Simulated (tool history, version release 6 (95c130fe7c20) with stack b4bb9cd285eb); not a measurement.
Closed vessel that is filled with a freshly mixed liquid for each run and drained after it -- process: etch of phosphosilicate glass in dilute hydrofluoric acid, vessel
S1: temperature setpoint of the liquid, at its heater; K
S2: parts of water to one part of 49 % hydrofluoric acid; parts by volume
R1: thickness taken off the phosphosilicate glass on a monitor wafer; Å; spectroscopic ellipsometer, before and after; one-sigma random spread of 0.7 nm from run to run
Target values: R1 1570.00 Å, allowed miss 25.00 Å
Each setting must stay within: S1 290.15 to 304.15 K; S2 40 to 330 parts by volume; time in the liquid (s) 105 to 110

{"run": 1, "hour": 0.0, "S1": 296.15, "S2": 185, "time in the liquid (s)": 105, "R1": 654.65}
{"run": 2, "hour": 8.8, "S1": 298.15, "S2": 160, "time in the liquid (s)": 105, "R1": 844.87}
{"run": 3, "hour": 15.6, "S1": 299.65, "S2": 145, "time in the liquid (s)": 105, "R1": 998.4}
{"run": 4, "hour": 18.1, "S1": 299.65, "S2": 85, "time in the liquid (s)": 105, "R1": 1863.4}
{"run": 5, "hour": 22.2, "S1": 298.15, "S2": 85, "time in the liquid (s)": 105, "R1": 1750.5}
{"run": 6, "hour": 24.0, "S1": 298.15, "S2": 85, "time in the liquid (s)": 110, "R1": 1836.5}
{"run": 7, "hour": 32.3, "S1": 297.15, "S2": 85, "time in the liquid (s)": 110, "R1": 1752.4}
{"run": 8, "hour": 40.8, "S1": 296.65, "S2": 85, "time in the liquid (s)": 110, "R1": 1722.8}
{"run": 9, "hour": 46.8, "S1": 296.15, "S2": 85, "time in the liquid (s)": 110, "R1": 1692.4}
{"run": 10, "hour": 53.6, "S1": 293.65, "S2": 85, "time in the liquid (s)": 110, "R1": 1530.5}

Which of these 4 next moves meets every target?
{"run": "A", "hour": 60.4, "S1": 295.15, "S2": 85, "time in the liquid (s)": 110, "R1": "?"}
{"run": "B", "hour": 60.4, "S1": 298.65, "S2": 95, "time in the liquid (s)": 105, "R1": "?"}
{"run": "C", "hour": 60.4, "S1": 294.65, "S2": 85, "time in the liquid (s)": 105, "R1": "?"}
{"run": "D", "hour": 60.4, "S1": 293.65, "S2": 80, "time in the liquid (s)": 110, "R1": "?"}

move=A R1=1617.80
move=B R1=1569.80
move=C R1=1513.00
move=D R1=1625.70
A: pushes the last run's worst result past its target
B: every result within its allowed miss
C: moves away from the targets compared with the last run
D: pushes the last run's worst result past its target
B meets every target.

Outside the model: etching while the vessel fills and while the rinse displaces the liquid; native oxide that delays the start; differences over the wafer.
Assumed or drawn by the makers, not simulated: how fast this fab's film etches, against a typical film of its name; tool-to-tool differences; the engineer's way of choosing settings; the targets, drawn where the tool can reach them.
